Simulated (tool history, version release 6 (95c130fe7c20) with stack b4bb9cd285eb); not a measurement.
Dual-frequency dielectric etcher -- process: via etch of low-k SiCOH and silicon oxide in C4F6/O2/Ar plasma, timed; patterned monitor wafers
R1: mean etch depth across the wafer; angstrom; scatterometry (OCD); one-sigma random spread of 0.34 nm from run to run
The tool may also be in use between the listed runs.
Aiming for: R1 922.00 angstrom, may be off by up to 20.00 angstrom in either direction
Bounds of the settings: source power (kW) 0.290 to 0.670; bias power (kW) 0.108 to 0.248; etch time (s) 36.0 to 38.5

Run 1, hour 0.0: source power (kW) 0.480, bias power (kW) 0.178, etch time (s) 38.5. Result: R1 1166.80 angstrom.
Run 2, hour 6.6: source power (kW) 0.450, bias power (kW) 0.168, etch time (s) 38.0. Result: R1 1101.50 angstrom.
Run 3, hour 7.8: source power (kW) 0.450, bias power (kW) 0.181, etch time (s) 38.0. Result: R1 1122.60 angstrom.
Run 4, hour 9.5: source power (kW) 0.420, bias power (kW) 0.175, etch time (s) 38.0. Result: R1 1086.50 angstrom.
Run 5, hour 16.4: source power (kW) 0.400, bias power (kW) 0.169, etch time (s) 38.0. Result: R1 1045.40 angstrom.
Run 6, hour 21.1: source power (kW) 0.440, bias power (kW) 0.169, etch time (s) 38.0. Result: R1 1089.70 angstrom.
Run 7, hour 24.4: source power (kW) 0.410, bias power (kW) 0.165, etch time (s) 38.0. Result: R1 1054.80 angstrom.
Run 8, hour 30.9: source power (kW) 0.390, bias power (kW) 0.161, etch time (s) 38.0. Result: R1 1027.70 angstrom.
Run 9, hour 35.2: source power (kW) 0.290, bias power (kW) 0.142, etch time (s) 37.5. Result: R1 845.33 angstrom.
Run 10, hour 36.3: source power (kW) 0.360, bias power (kW) 0.145, etch time (s) 37.5. Result: R1 942.75 angstrom.

Pick the move, out of 5, that brings all results within their allowed miss; only one does.
Run A, hour 37.4: source power (kW) 0.370, bias power (kW) 0.141, etch time (s) 38.5. Result: R1 ?.
Run B, hour 37.4: source power (kW) 0.350, bias power (kW) 0.152, etch time (s) 36.5. Result: R1 ?.
Run C, hour 37.4: source power (kW) 0.440, bias power (kW) 0.124, etch time (s) 37.0. Result: R1 ?.
Run D, hour 37.4: source power (kW) 0.340, bias power (kW) 0.174, etch time (s) 37.5. Result: R1 ?.
Run E, hour 37.4: source power (kW) 0.350, bias power (kW) 0.215, etch time (s) 36.0. Result: R1 ?.

move       R1
   A   970.96
   B   917.28
   C   973.67
   D   968.49
   E  1006.40
A: its largest miss is bigger than the last run's
B: in spec on every target
C: its largest miss is bigger than the last run's
D: its largest miss is bigger than the last run's
E: its largest miss is bigger than the last run's
Correct choice: B, which meets every target
